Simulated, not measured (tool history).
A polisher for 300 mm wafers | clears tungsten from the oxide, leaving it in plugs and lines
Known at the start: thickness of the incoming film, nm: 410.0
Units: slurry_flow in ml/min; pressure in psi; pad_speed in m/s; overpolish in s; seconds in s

{"run": 1, "day": 0.0, "slurry_flow": 140, "pressure": 3.5, "pad_speed": 0.84, "slurry_solids": 1, "overpolish": 4, "seconds": 112.92}
{"run": 2, "day": 0.229, "slurry_flow": 140, "pressure": 3.3, "pad_speed": 0.82, "slurry_solids": 1, "overpolish": 4, "seconds": 120.89}
{"run": 3, "day": 0.3, "slurry_flow": 115, "pressure": 3.3, "pad_speed": 0.82, "slurry_solids": 1, "overpolish": 4, "seconds": 127.98}
{"run": 4, "day": 0.35, "slurry_flow": 115, "pressure": 3.3, "pad_speed": 0.82, "slurry_solids": 1, "overpolish": 4, "seconds": 124.14}
{"run": 5, "day": 0.704, "slurry_flow": 115, "pressure": 3.1, "pad_speed": 0.8, "slurry_solids": 1, "overpolish": 4, "seconds": 137.32}
{"run": 6, "day": 0.829, "slurry_flow": 115, "pressure": 3.1, "pad_speed": 0.8, "slurry_solids": 1, "overpolish": 4, "seconds": 136.91}
{"run": 7, "day": 1.121, "slurry_flow": 115, "pressure": 2.9, "pad_speed": 0.78, "slurry_solids": 1, "overpolish": 4, "seconds": 155.7}
{"run": 8, "day": 1.283, "slurry_flow": 115, "pressure": 2.8, "pad_speed": 0.78, "slurry_solids": 1, "overpolish": 4, "seconds": 154.57}
{"run": 9, "day": 1.467, "slurry_flow": 115, "pressure": 2.7, "pad_speed": 0.76, "slurry_solids": 1, "overpolish": 4, "seconds": 161.75}
{"run": 10, "day": 1.592, "slurry_flow": 115, "pressure": 2.6, "pad_speed": 0.74, "slurry_solids": 1, "overpolish": 4, "seconds": 176.5}

Forecast run 11:
{"run": 11, "day": 1.754, "slurry_flow": 115, "pressure": 2.5, "pad_speed": 0.74, "slurry_solids": 1, "overpolish": 4, "seconds": "?"}

seconds: 186.65 s

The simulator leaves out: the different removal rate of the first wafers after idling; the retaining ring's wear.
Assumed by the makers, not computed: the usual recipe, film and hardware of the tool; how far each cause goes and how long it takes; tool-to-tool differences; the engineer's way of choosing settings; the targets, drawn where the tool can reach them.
